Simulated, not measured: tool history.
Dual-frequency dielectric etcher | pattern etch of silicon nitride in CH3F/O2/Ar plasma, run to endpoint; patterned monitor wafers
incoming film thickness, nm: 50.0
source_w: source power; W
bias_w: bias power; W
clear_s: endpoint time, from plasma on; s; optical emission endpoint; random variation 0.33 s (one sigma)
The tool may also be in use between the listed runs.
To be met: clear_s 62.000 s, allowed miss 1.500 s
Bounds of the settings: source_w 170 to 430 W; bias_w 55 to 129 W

| run | hour | source_w | bias_w | clear_s |
|---|---|---|---|---|
| 1 | 0.0 | 300 | 92 | 73.536 |
| 2 | 3.7 | 330 | 95 | 70.727 |
| 3 | 8.3 | 350 | 99 | 67.455 |
| 4 | 13.2 | 290 | 99 | 72.147 |
| 5 | 17.0 | 320 | 102 | 69.534 |
| 6 | 24.4 | 340 | 104 | 67.454 |
| 7 | 26.0 | 360 | 106 | 65.102 |
| 8 | 32.4 | 360 | 106 | 65.331 |
| 9 | 38.5 | 370 | 107 | 64.067 |
| 10 | 47.5 | 380 | 108 | 63.413 |

5 next moves are on the table. One of them brings every result within its allowed miss. Which?
| A | 56.5 | 370 | 100 | ? |
| B | 56.5 | 350 | 103 | ? |
| C | 56.5 | 410 | 108 | ? |
| D | 56.5 | 380 | 103 | ? |
| E | 56.5 | 350 | 106 | ? |

| move | clear_s |
|---|---|
| A | 65.258 |
| B | 66.157 |
| C | 61.274 |
| D | 64.023 |
| E | 65.605 |
A: further off than the last run
B: further off than the last run
C: meets every target
D: further off than the last run
E: further off than the last run
Move C is the one to make.
